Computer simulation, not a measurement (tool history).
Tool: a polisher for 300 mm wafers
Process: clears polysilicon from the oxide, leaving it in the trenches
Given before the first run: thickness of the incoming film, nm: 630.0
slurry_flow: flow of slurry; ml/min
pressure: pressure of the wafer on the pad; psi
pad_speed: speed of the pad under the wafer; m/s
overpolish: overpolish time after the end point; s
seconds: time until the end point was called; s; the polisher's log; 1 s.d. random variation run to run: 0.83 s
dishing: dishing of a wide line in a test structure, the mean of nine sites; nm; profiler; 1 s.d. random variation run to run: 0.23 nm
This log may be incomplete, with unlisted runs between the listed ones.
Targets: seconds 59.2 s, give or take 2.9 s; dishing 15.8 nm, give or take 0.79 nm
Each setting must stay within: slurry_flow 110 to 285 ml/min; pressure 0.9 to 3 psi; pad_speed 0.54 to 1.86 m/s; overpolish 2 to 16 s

| run | day | slurry_flow | pressure | pad_speed | overpolish | seconds | dishing |
|---|---|---|---|---|---|---|---|
| 1 | 0 | 180 | 1.9 | 1.18 | 8 | 47.202 | 34.802 |
| 2 | 0.138 | 185 | 1.8 | 1.18 | 7 | 48.715 | 33.796 |
| 3 | 0.375 | 185 | 1.8 | 1.18 | 4 | 50.944 | 27.113 |
| 4 | 0.546 | 165 | 1.9 | 1.06 | 4 | 51.845 | 26.538 |
| 5 | 0.758 | 150 | 2 | 0.94 | 4 | 57.583 | 25.311 |
| 6 | 0.846 | 140 | 2.2 | 0.84 | 4 | 59.339 | 24.552 |
| 7 | 0.908 | 135 | 2.4 | 0.76 | 4 | 61.658 | 24.835 |
| 8 | 1.208 | 130 | 2 | 0.86 | 4 | 64.853 | 23.407 |
| 9 | 1.242 | 125 | 1.7 | 0.98 | 4 | 66.046 | 23.206 |
| 10 | 1.333 | 110 | 1.1 | 1.32 | 2 | 78.334 | 12.776 |
| 11 | 1.617 | 120 | 1.1 | 1.36 | 2 | 77.059 | 12.865 |
| 12 | 1.962 | 130 | 1.1 | 1.4 | 2 | 71.175 | 13.354 |
| 13 | 2.262 | 140 | 1.1 | 1.42 | 2 | 69.285 | 13.686 |
| 14 | 2.496 | 150 | 1.1 | 1.44 | 2 | 66.242 | 14.361 |
| 15 | 2.783 | 190 | 1.2 | 1.44 | 3 | 58.984 | 20.56 |

Of the 4 settings listed for the next run, only one would bring every result within its allowed miss of target. Which one?
| A | 3.071 | 110 | 1.3 | 1.7 | 2 | ? | ? |
| B | 3.071 | 205 | 1.1 | 1.84 | 2 | ? | ? |
| C | 3.071 | 115 | 1.2 | 1.82 | 2 | ? | ? |
| D | 3.071 | 140 | 1 | 1.86 | 2 | ? | ? |

| move | seconds | dishing |
|---|---|---|
| A | 52.816 | 17.328 |
| B | 50.559 | 17.88 |
| C | 52.675 | 17.362 |
| D | 58.477 | 16.078 |
A: closes in on the targets versus the last run, not all within tolerance yet
B: closes in on the targets versus the last run, not all within tolerance yet
C: closes in on the targets versus the last run, not all within tolerance yet
D: hits every target within its allowed miss
Correct choice: D, which meets every target
